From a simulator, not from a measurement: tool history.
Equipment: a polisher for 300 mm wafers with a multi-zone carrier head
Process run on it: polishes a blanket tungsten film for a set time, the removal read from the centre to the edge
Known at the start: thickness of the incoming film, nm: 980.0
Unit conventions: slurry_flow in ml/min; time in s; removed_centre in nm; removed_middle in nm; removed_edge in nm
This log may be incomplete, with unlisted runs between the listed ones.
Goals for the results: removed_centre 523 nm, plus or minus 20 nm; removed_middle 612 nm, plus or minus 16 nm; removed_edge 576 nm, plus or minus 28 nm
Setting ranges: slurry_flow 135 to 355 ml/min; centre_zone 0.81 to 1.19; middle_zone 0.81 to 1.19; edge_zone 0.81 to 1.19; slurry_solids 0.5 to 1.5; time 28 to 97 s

run	hour	slurry_flow	centre_zone	middle_zone	edge_zone	slurry_solids	time	removed_centre	removed_middle	removed_edge
1	0	225	1	1	1	1	62	412.66	415.83	410.39
2	7.7	230	1	1.03	1.03	1.1	64	438.5	452.21	437.21
3	12.6	230	1.06	1.03	1.03	1.1	64	467.44	443.93	440.04
4	15.4	235	1.04	1.05	1.06	1.2	66	486.17	487.77	462.03
5	17.5	230	1.01	1.04	1.08	1.25	68	493.38	495.19	495.21
6	20.4	235	0.99	1.06	1.1	1.3	69	504.58	525	505.69
7	25	240	0.97	1.07	1.12	1.35	70	491.6	546.98	539.36
8	30.2	250	0.97	1.08	1.13	1.35	70	502.27	547.58	533.44
9	36.5	250	0.97	1.09	1.14	1.4	70	508.53	561.44	544.76
10	39.3	255	0.97	1.1	1.15	1.4	70	500.99	561.1	554
11	47	260	0.97	1.11	1.15	1.4	70	523.16	562.57	549.58
12	51.3	260	0.96	1.12	1.15	1.4	70	505.38	575.83	546.77
13	57.9	265	0.96	1.13	1.16	1.4	70	502.05	580.3	536.79
14	63.5	270	0.95	1.13	1.17	1.45	71	513.33	600.3	564

Which one of the following 4 next-run settings gets every result inside its allowed miss? There is exactly one.
A	69.1	230	0.97	1.13	1.18	1.4	71	?	?	?
B	69.1	230	0.97	1.16	1.19	1.4	74	?	?	?
C	69.1	195	0.94	1.19	1.14	1.5	70	?	?	?
D	69.1	285	0.94	1.1	1.16	1.45	70	?	?	?

move	removed_centre	removed_middle	removed_edge
A	507.57	572.58	564.99
B	529.13	610.38	591.24
C	480.41	586.44	546.54
D	503.81	571.87	568.83
A: lands further from the targets than the last run did
B: meets every target
C: lands further from the targets than the last run did
D: lands further from the targets than the last run did
Go with B: it meets all targets.
